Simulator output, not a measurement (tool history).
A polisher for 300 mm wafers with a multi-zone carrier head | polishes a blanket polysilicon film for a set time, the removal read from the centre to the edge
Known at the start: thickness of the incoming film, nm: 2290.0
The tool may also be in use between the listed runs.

| run | hour | flow of slurry (ml/min) | pressure of the head's centre zone | pressure of the head's middle zone | pressure of the head's edge zone | polishing time (s) | film removed at the wafer's centre (Å) | film removed at mid-radius (Å) | film removed at the wafer's edge (Å) |
|---|---|---|---|---|---|---|---|---|---|
| 1 | 0.0 | 210 | 1.00 | 1.00 | 1.00 | 74 | 2728.4 | 2767.5 | 2729.1 |
| 2 | 6.5 | 210 | 1.00 | 1.00 | 1.00 | 83 | 3055.7 | 3106.5 | 3032.2 |
| 3 | 13.4 | 225 | 1.03 | 1.01 | 0.98 | 83 | 3220.3 | 3208.0 | 3053.4 |
| 4 | 16.5 | 260 | 1.03 | 1.01 | 0.98 | 83 | 3212.4 | 3234.8 | 3122.2 |
| 5 | 21.0 | 255 | 1.05 | 1.02 | 0.96 | 83 | 3259.3 | 3203.7 | 2998.4 |
| 6 | 23.9 | 255 | 1.05 | 1.02 | 0.96 | 71 | 2787.8 | 2771.0 | 2577.3 |
| 7 | 29.9 | 260 | 1.08 | 1.05 | 0.99 | 73 | 2985.2 | 2933.5 | 2817.1 |
| 8 | 34.1 | 265 | 1.11 | 1.08 | 0.98 | 74 | 3069.2 | 3033.3 | 2797.0 |
| 9 | 36.9 | 270 | 1.13 | 1.10 | 0.98 | 75 | 3184.0 | 3103.7 | 2760.1 |

Forecast run 10:
| 10 | 37.9 | 270 | 1.13 | 1.10 | 0.98 | 75 | ? | ? | ? |

film removed at the wafer's centre (Å): 3237.1
film removed at mid-radius (Å): 3133.1
film removed at the wafer's edge (Å): 2880.8
